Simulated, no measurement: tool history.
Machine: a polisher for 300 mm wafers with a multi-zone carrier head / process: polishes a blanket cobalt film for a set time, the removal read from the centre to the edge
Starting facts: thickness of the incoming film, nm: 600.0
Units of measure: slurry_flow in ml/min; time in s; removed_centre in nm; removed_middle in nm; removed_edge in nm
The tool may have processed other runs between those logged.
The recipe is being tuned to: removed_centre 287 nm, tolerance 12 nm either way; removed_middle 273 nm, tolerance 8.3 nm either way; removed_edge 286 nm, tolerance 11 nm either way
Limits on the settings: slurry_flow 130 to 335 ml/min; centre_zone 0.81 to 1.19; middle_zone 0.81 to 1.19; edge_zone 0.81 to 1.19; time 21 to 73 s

run	hour	slurry_flow	centre_zone	middle_zone	edge_zone	time	removed_centre	removed_middle	removed_edge
1	0	215	1	1	1	47	230.63	233.34	228.47
2	2.8	235	1	1	1	47	230.07	233.24	225.37
3	5	230	1.01	1	1.02	48	241.79	237.72	233.56
4	12.9	200	1.01	1	1.02	48	237.03	231.88	234.38
5	21.8	195	1.01	1.01	1.03	49	242.78	241.96	241.01
6	24.2	155	1.01	1.01	1.03	49	230.76	230.01	236.55
7	26.5	165	1.01	1.01	1.05	50	239.64	239.6	238.77
8	30.6	165	1.01	1.01	1.05	50	237.36	238.71	238.47
9	36.9	225	1.08	1.03	1.15	55	291.14	276.99	291.47

5 next moves are on the table. One of them brings every result within its allowed miss. Which?
A	43.2	210	1.07	1.02	1.16	54	?	?	?
B	43.2	210	1.07	1.01	1.19	57	?	?	?
C	43.2	270	1.14	1.02	1.13	54	?	?	?
D	43.2	240	1.07	1.06	1.15	55	?	?	?
E	43.2	275	0.99	0.97	1.19	56	?	?	?

move	removed_centre	removed_middle	removed_edge
A	285.24	271.29	285.11
B	301.07	283.97	305.03
C	315.4	280.27	288.29
D	296.73	290.87	292.98
E	284.3	279.35	307.79
A: every result lands within tolerance
B: moves away from the targets compared with the last run
C: meets the target for the result that was furthest off, but another lies outside its allowed miss
D: meets the target for the result that was furthest off, but another lies outside its allowed miss
E: moves away from the targets compared with the last run
So the answer is move A, the one that meets all the targets.
